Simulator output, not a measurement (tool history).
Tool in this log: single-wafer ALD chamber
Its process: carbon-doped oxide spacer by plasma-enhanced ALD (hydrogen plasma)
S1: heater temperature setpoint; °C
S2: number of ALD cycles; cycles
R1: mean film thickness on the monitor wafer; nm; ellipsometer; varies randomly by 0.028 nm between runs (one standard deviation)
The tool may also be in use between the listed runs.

Run 1, hour 0: S1 385 °C, S2 322 cycles. Result: R1 15.811 nm.
Run 2, hour 8.9: S1 377 °C, S2 322 cycles. Result: R1 15.736 nm.
Run 3, hour 16.6: S1 372 °C, S2 322 cycles. Result: R1 15.776 nm.
Run 4, hour 18.7: S1 372 °C, S2 293 cycles. Result: R1 14.385 nm.
Run 5, hour 27.3: S1 372 °C, S2 333 cycles. Result: R1 16.284 nm.
Run 6, hour 34.2: S1 372 °C, S2 305 cycles. Result: R1 14.977 nm.
Run 7, hour 41.6: S1 372 °C, S2 284 cycles. Result: R1 13.838 nm.
Run 8, hour 44.4: S1 372 °C, S2 239 cycles. Result: R1 11.738 nm.

For run 9, what comes out?
Run 9, hour 52.7: S1 372 °C, S2 242 cycles. Result: R1 ?.

Run 9 yielded R1 11.851 nm.
